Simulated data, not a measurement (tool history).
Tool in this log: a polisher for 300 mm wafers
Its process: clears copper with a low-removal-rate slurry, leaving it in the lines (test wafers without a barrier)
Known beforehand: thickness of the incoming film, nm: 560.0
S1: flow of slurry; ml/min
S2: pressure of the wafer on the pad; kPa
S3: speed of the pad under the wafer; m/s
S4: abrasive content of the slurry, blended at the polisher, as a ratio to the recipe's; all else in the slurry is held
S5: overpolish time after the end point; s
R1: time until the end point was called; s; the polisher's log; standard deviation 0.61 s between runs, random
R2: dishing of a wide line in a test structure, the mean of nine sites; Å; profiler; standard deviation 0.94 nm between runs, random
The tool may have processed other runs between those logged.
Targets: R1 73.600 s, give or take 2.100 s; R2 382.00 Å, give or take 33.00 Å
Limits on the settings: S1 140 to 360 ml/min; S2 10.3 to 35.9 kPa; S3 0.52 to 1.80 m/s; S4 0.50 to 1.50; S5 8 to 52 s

run 1 hour=0.0 | S1=230 S2=22.8 S3=1.16 S4=1.00 S5=26 | R1=136.970 R2=621.28
run 2 hour=1.2 | S1=230 S2=22.8 S3=1.00 S4=1.00 S5=26 | R1=155.210 R2=518.06
run 3 hour=7.9 | S1=230 S2=22.8 S3=1.00 S4=0.85 S5=26 | R1=161.810 R2=492.66
run 4 hour=9.3 | S1=255 S2=24.8 S3=1.04 S4=0.80 S5=23 | R1=147.040 R2=513.39
run 5 hour=14.3 | S1=235 S2=26.9 S3=1.08 S4=0.80 S5=20 | R1=133.890 R2=468.23
run 6 hour=19.9 | S1=235 S2=26.9 S3=1.08 S4=0.80 S5=30 | R1=133.440 R2=668.83
run 7 hour=21.7 | S1=220 S2=28.3 S3=1.16 S4=0.75 S5=26 | R1=124.380 R2=693.69
run 8 hour=28.1 | S1=220 S2=28.3 S3=1.16 S4=0.75 S5=26 | R1=122.000 R2=658.35
run 9 hour=33.4 | S1=245 S2=29.6 S3=1.14 S4=0.90 S5=23 | R1=116.280 R2=594.29
-- hour=39.6 worn pad replaced by a new one
run 10 hour=39.6 | S1=265 S2=31.0 S3=1.16 S4=1.00 S5=20 | R1=96.750 R2=671.98
run 11 hour=42.3 | S1=260 S2=31.7 S3=1.14 S4=1.10 S5=18 | R1=94.897 R2=582.72
run 12 hour=49.1 | S1=195 S2=35.9 S3=1.20 S4=1.35 S5=8 | R1=81.658 R2=357.74

4 next moves are on the table. One of them brings every result within its allowed miss. Which?
run A hour=55.9 | S1=150 S2=35.9 S3=1.14 S4=1.40 S5=8 | R1=? R2=?
run B hour=55.9 | S1=160 S2=33.8 S3=1.22 S4=1.30 S5=8 | R1=? R2=?
run C hour=55.9 | S1=155 S2=35.9 S3=1.40 S4=1.25 S5=8 | R1=? R2=?
run D hour=55.9 | S1=140 S2=32.4 S3=1.28 S4=1.25 S5=8 | R1=? R2=?

move=A R1=88.025 R2=321.02
move=B R1=86.614 R2=325.15
move=C R1=73.244 R2=378.09
move=D R1=88.270 R2=319.28
A: moves away from the targets compared with the last run
B: moves away from the targets compared with the last run
C: all results land within tolerance of their targets
D: moves away from the targets compared with the last run
The move that meets every target is C.
